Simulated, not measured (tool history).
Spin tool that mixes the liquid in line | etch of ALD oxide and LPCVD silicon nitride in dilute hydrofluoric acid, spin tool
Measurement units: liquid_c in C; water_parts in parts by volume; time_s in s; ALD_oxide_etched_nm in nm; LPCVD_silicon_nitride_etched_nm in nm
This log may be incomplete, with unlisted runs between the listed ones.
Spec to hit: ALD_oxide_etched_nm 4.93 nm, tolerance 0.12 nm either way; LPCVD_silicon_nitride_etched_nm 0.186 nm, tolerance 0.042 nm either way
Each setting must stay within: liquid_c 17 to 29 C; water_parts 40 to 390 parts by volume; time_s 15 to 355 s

run,hour,liquid_c,water_parts,time_s,ALD_oxide_etched_nm,LPCVD_silicon_nitride_etched_nm
1,0,21,215,180,8.0039,0.30761
2,7.1,21,140,180,13.496,0.48557
3,12.6,21,140,145,10.794,0.44169
4,20.3,17.5,140,145,9.2761,0.30401
5,29.3,20.5,140,145,10.592,0.38353
6,37.1,20,165,145,8.5131,0.31962
7,44.1,19.5,180,145,7.5077,0.26568
8,51.5,19.5,195,145,6.9412,0.26545
9,55,19,205,145,6.3084,0.21837
10,63.2,19,215,145,6.0027,0.1998
11,64.6,19,225,145,5.7269,0.21004
12,71.5,17,245,145,4.7355,0.16297

Of the 4 settings listed for the next run, only one would bring every result within its allowed miss of target. Which one?
A,78.4,26,250,105,?,?
B,78.4,17,235,155,?,?
C,78.4,19,245,140,?,?
D,78.4,20,265,140,?,?

move,ALD_oxide_etched_nm,LPCVD_silicon_nitride_etched_nm
A,4.673,0.24084
B,5.3355,0.21273
C,4.9487,0.21066
D,4.6643,0.20834
A: the biggest miss grows against the last run
B: takes the result that was furthest off past its target
C: every result lands within tolerance
D: the biggest miss grows against the last run
The right move is C.

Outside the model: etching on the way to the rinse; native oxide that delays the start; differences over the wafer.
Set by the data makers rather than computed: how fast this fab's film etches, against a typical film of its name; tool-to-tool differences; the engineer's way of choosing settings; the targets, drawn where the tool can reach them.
